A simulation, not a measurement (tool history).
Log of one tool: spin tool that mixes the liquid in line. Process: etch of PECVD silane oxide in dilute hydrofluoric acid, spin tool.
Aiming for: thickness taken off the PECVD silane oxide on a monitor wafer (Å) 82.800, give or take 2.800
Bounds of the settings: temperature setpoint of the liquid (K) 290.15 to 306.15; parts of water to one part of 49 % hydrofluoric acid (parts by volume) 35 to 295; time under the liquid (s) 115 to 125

run	hour	temperature setpoint of the liquid (K)	parts of water to one part of 49 % hydrofluoric acid (parts by volume)	time under the liquid (s)	thickness taken off the PECVD silane oxide on a monitor wafer (Å)
1	0.0	298.15	165	115	111.820
2	1.6	296.65	165	115	105.220
3	7.7	295.65	165	115	101.060
4	10.5	295.65	165	115	102.540
5	13.8	294.65	165	115	100.650
6	18.8	293.65	170	115	92.179
7	21.2	293.15	170	115	89.681
8	25.1	292.65	170	115	88.436
9	34.0	292.15	170	115	86.051

Next run, 4 choices. One meets every target within its allowed miss, the rest don't. Which?
A	42.9	291.15	165	120	?
B	42.9	291.65	175	125	?
C	42.9	290.15	175	125	?
D	42.9	294.15	200	115	?

move	thickness taken off the PECVD silane oxide on a monitor wafer (Å)
A	90.864
B	90.163
C	84.897
D	78.060
A: moves away from the targets compared with the last run
B: moves away from the targets compared with the last run
C: hits every target within its allowed miss
D: takes the biggest miss from the last run beyond its target
Move C is the one to make.
